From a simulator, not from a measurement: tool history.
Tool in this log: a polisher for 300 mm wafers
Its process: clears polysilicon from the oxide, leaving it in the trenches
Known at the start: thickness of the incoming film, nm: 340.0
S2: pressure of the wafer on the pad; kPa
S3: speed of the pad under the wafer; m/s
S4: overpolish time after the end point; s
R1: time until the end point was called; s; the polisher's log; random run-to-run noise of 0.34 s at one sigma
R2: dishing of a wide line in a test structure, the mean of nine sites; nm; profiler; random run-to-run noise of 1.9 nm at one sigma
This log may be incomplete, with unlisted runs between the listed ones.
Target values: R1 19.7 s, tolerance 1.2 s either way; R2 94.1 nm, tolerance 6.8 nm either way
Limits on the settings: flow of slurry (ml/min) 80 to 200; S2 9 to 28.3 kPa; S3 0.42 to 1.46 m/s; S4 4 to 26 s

run 1 hour=0 | flow_of_slurry_(ml/min)=130 S2=18.6 S3=0.94 S4=13 | R1=27.719 R2=76.976
run 2 hour=4 | flow_of_slurry_(ml/min)=130 S2=14.5 S3=0.94 S4=13 | R1=35.737 R2=66.984
run 3 hour=6.7 | flow_of_slurry_(ml/min)=130 S2=18.6 S3=0.94 S4=13 | R1=28.62 R2=75.419
run 4 hour=8.3 | flow_of_slurry_(ml/min)=130 S2=20.7 S3=0.96 S4=13 | R1=24.858 R2=76.63
run 5 hour=8.9 | flow_of_slurry_(ml/min)=130 S2=23.4 S3=0.96 S4=13 | R1=21.763 R2=79.98
run 6 hour=15.3 | flow_of_slurry_(ml/min)=100 S2=23.4 S3=0.96 S4=13 | R1=23.75 R2=82.043
run 7 hour=16 | flow_of_slurry_(ml/min)=105 S2=24.1 S3=0.96 S4=14 | R1=22.643 R2=86.307
run 8 hour=22.5 | flow_of_slurry_(ml/min)=110 S2=24.8 S3=0.96 S4=15 | R1=21.807 R2=87.892

Which single option among these 4 for the next run brings every result within its allowed miss of target? Just one does.
run A hour=29 | flow_of_slurry_(ml/min)=110 S2=25.5 S3=0.98 S4=12 | R1=? R2=?
run B hour=29 | flow_of_slurry_(ml/min)=80 S2=23.4 S3=0.94 S4=14 | R1=? R2=?
run C hour=29 | flow_of_slurry_(ml/min)=125 S2=27.6 S3=0.98 S4=11 | R1=? R2=?
run D hour=29 | flow_of_slurry_(ml/min)=185 S2=28.3 S3=0.84 S4=17 | R1=? R2=?

move=A R1=20.648 R2=84.382
move=B R1=25.097 R2=83.237
move=C R1=18.62 R2=84.827
move=D R1=19.339 R2=93.278
A: gets the furthest-off result to its target, but another result is out of tolerance
B: its largest miss is bigger than the last run's
C: gets the furthest-off result to its target, but another result is out of tolerance
D: all results land within tolerance of their targets
The right move is D.

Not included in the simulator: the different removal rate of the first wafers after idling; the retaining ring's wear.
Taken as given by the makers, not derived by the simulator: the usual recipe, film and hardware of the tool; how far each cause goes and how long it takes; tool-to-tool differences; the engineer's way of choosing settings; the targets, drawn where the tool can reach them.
